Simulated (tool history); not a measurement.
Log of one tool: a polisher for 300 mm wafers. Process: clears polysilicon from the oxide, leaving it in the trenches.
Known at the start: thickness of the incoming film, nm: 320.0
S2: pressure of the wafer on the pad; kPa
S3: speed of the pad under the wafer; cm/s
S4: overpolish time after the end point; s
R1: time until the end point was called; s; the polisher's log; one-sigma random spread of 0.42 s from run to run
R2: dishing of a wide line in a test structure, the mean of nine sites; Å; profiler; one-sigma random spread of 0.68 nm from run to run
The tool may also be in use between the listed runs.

{"run": 1, "day": 0.0, "flow of slurry (ml/min)": 185, "S2": 20.0, "S3": 78, "S4": 26, "R1": 26.776, "R2": 444.54}
{"run": 2, "day": 0.338, "flow of slurry (ml/min)": 185, "S2": 19.3, "S3": 78, "S4": 22, "R1": 27.848, "R2": 421.66}
{"run": 3, "day": 0.375, "flow of slurry (ml/min)": 185, "S2": 19.3, "S3": 78, "S4": 17, "R1": 27.744, "R2": 419.41}
{"run": 4, "day": 0.438, "flow of slurry (ml/min)": 185, "S2": 15.9, "S3": 78, "S4": 17, "R1": 33.721, "R2": 416.44}
{"run": 5, "day": 0.508, "flow of slurry (ml/min)": 185, "S2": 15.9, "S3": 70, "S4": 17, "R1": 36.85, "R2": 400.81}
{"run": 6, "day": 0.562, "flow of slurry (ml/min)": 185, "S2": 11.7, "S3": 70, "S4": 17, "R1": 49.022, "R2": 380.21}

Forecast run 7:
{"run": 7, "day": 0.6, "flow of slurry (ml/min)": 205, "S2": 12.4, "S3": 72, "S4": 15, "R1": "?", "R2": "?"}

Run 7 measured R1 45.542 s, R2 381.37 Å.
